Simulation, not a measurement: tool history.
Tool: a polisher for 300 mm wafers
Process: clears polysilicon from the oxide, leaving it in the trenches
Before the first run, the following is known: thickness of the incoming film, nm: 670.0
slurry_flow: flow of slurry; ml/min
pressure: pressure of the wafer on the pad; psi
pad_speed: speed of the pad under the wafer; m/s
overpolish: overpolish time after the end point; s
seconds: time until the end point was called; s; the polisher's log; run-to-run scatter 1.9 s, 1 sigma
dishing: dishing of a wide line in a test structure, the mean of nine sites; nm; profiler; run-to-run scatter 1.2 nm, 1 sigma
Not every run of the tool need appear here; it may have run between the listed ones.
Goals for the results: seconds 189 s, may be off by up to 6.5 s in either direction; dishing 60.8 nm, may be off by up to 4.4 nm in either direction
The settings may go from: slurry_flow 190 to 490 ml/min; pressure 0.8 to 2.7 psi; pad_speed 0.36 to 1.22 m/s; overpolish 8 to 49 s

| run | hour | slurry_flow | pressure | pad_speed | overpolish | seconds | dishing |
|---|---|---|---|---|---|---|---|
| 1 | 0 | 315 | 1.7 | 0.78 | 25 | 113.7 | 77.794 |
| 2 | 2 | 315 | 1.7 | 0.78 | 30 | 115.33 | 83.743 |
| 3 | 10.8 | 315 | 1.7 | 0.62 | 30 | 142.77 | 79.067 |
| 4 | 16 | 315 | 1.7 | 0.56 | 30 | 156.33 | 74.482 |
| 5 | 19.3 | 315 | 1.6 | 0.56 | 28 | 163.4 | 67.839 |
| 6 | 22.4 | 315 | 1.5 | 0.56 | 28 | 174.44 | 70.133 |
| 7 | 26.6 | 315 | 1.5 | 0.56 | 28 | 178.76 | 65.855 |
| 8 | 33.3 | 315 | 1.5 | 0.56 | 27 | 177.87 | 66.073 |
| 9 | 41.3 | 315 | 1.5 | 0.56 | 26 | 174.95 | 64.961 |

Which one of the following 4 next-run settings gets every result inside its allowed miss? There is exactly one.
| A | 49.3 | 360 | 1 | 0.78 | 25 | ? | ? |
| B | 49.3 | 245 | 1.8 | 0.5 | 33 | ? | ? |
| C | 49.3 | 295 | 1.5 | 0.52 | 40 | ? | ? |
| D | 49.3 | 320 | 1.5 | 0.56 | 37 | ? | ? |

| move | seconds | dishing |
|---|---|---|
| A | 189.55 | 60.636 |
| B | 171.88 | 74.732 |
| C | 193.4 | 77.416 |
| D | 178.73 | 77.448 |
A: hits every target within its allowed miss
B: moves away from the targets compared with the last run
C: meets the target for the result that was furthest off, but another lies outside its allowed miss
D: moves away from the targets compared with the last run
A is the move that brings every result within its allowed miss.

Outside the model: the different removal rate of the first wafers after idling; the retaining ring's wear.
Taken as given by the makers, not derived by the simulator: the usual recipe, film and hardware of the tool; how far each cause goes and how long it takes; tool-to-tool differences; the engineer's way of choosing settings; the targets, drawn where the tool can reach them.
